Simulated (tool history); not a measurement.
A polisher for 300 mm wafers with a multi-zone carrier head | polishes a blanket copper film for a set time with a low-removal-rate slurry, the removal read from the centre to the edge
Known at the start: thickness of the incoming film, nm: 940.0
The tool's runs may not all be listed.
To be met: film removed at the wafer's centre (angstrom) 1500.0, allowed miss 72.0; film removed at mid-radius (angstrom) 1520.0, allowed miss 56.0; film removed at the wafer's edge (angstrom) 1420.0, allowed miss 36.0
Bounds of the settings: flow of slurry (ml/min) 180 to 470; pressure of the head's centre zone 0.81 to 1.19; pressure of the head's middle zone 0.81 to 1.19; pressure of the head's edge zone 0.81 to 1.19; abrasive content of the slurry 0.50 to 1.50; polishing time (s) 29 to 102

run	day	flow of slurry (ml/min)	pressure of the head's centre zone	pressure of the head's middle zone	pressure of the head's edge zone	abrasive content of the slurry	polishing time (s)	film removed at the wafer's centre (angstrom)	film removed at mid-radius (angstrom)	film removed at the wafer's edge (angstrom)
1	0.000	300	1.00	1.00	1.00	1.00	65	2032.6	2083.9	1978.0
2	0.079	300	0.99	0.99	0.97	0.90	63	1898.4	1953.6	1823.4
3	0.304	300	0.99	0.99	0.97	1.00	63	1975.9	2017.6	1869.9
4	0.500	300	1.04	0.99	0.97	1.00	63	2033.5	2034.9	1891.3
5	0.562	345	1.04	0.99	0.97	1.00	63	2019.4	2026.8	1892.5
6	0.688	345	1.04	0.99	0.89	1.00	63	2067.1	2027.0	1836.9
7	1.062	345	1.02	0.98	0.88	0.90	62	1941.2	1880.0	1721.6
8	1.329	320	0.92	0.94	0.82	0.65	61	1515.6	1615.6	1467.2
9	1.429	315	0.92	0.93	0.82	0.65	61	1499.3	1589.4	1443.6
10	1.467	295	0.93	0.89	0.81	0.65	61	1513.0	1528.3	1463.0
11	1.604	300	0.95	0.91	0.81	0.55	60	1460.6	1399.4	1330.9
12	1.742	315	0.95	0.92	0.82	0.55	60	1410.3	1417.1	1346.9
13	1.888	315	0.95	0.93	0.83	0.55	60	1406.4	1478.1	1360.6
14	2.258	315	0.96	0.93	0.84	0.55	60	1457.1	1444.6	1359.8
15	2.292	315	0.96	0.94	0.85	0.55	60	1412.0	1502.5	1373.2
16	2.575	315	0.97	0.94	0.85	0.55	60	1501.6	1474.7	1388.2

4 next moves are on the table. One of them brings every result within its allowed miss. Which?
A	2.858	270	1.09	0.89	0.98	0.70	54	?	?	?
B	2.858	310	0.95	0.95	0.87	0.55	62	?	?	?
C	2.858	295	1.00	0.98	0.83	0.55	60	?	?	?
D	2.858	250	0.93	0.95	0.84	0.55	60	?	?	?

move	film removed at the wafer's centre (angstrom)	film removed at mid-radius (angstrom)	film removed at the wafer's edge (angstrom)
A	1613.0	1379.5	1414.2
B	1478.7	1532.3	1411.5
C	1500.1	1515.2	1336.5
D	1370.1	1453.8	1327.4
A: brings the result that was furthest off to its target, and leaves another outside
B: meets every target
C: further off than the last run
D: further off than the last run
Answer: B
